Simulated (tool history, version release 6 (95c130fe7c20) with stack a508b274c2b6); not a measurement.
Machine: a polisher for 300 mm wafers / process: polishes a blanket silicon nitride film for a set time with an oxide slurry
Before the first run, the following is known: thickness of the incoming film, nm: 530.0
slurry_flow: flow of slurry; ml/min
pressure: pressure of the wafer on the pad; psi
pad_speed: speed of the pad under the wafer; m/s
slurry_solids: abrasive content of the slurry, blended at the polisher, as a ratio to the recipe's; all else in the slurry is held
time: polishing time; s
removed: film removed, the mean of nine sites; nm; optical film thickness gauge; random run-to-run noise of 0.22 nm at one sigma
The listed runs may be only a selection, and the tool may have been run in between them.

run,hour,slurry_flow,pressure,pad_speed,slurry_solids,time,removed
1,0,170,2.8,1.14,1,41,19.85
2,2.6,170,2.5,1.12,1,41,18.802
3,8.8,185,2.5,1.12,1,41,18.496
4,10.8,185,2.2,1.1,1,41,16.704
5,14.2,185,2.1,1.1,1,41,16.635
6,18.9,185,2.1,1.34,1,41,19.868
7,23.8,185,1.9,1.3,1,41,18.034
8,31.9,185,1.7,1.28,1,41,17.022

Estimate the outcome of run 9 from the log above:
9,35.8,185,1.6,1.26,1,41,?

{"run 9": {"removed": 15.799}}
